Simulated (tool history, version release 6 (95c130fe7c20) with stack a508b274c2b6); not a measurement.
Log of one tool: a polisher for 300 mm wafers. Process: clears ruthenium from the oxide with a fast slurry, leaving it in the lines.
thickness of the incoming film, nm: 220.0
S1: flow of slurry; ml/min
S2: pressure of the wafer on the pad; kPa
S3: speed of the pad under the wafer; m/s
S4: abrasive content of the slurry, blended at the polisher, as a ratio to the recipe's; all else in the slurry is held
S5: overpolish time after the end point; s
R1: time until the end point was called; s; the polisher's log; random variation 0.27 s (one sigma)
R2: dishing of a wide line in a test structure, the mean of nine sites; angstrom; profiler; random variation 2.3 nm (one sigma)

Run 1, hour 0.0: S1 165 ml/min, S2 24.1 kPa, S3 1.14 m/s, S4 1.00, S5 26 s. Result: R1 38.094 s, R2 807.95 angstrom.
Run 2, hour 2.0: S1 165 ml/min, S2 24.1 kPa, S3 1.14 m/s, S4 1.10, S5 26 s. Result: R1 36.730 s, R2 848.08 angstrom.
Run 3, hour 7.1: S1 165 ml/min, S2 24.1 kPa, S3 1.14 m/s, S4 0.95, S5 26 s. Result: R1 38.317 s, R2 809.01 angstrom.
Run 4, hour 10.2: S1 165 ml/min, S2 24.8 kPa, S3 1.14 m/s, S4 0.95, S5 27 s. Result: R1 37.135 s, R2 853.59 angstrom.
Run 5, hour 15.5: S1 165 ml/min, S2 24.8 kPa, S3 1.14 m/s, S4 0.95, S5 37 s. Result: R1 37.202 s, R2 950.99 angstrom.
Run 6, hour 18.8: S1 165 ml/min, S2 25.5 kPa, S3 1.14 m/s, S4 0.95, S5 37 s. Result: R1 36.534 s, R2 990.53 angstrom.
Run 7, hour 25.2: S1 165 ml/min, S2 26.2 kPa, S3 1.14 m/s, S4 0.95, S5 37 s. Result: R1 35.498 s, R2 1013.80 angstrom.

Run 8 comes next. What will it give?
Run 8, hour 26.9: S1 165 ml/min, S2 26.9 kPa, S3 1.14 m/s, S4 0.95, S5 36 s. Result: R1 ?, R2 ?.

R1: 35.335 s
R2: 965.56 angstrom
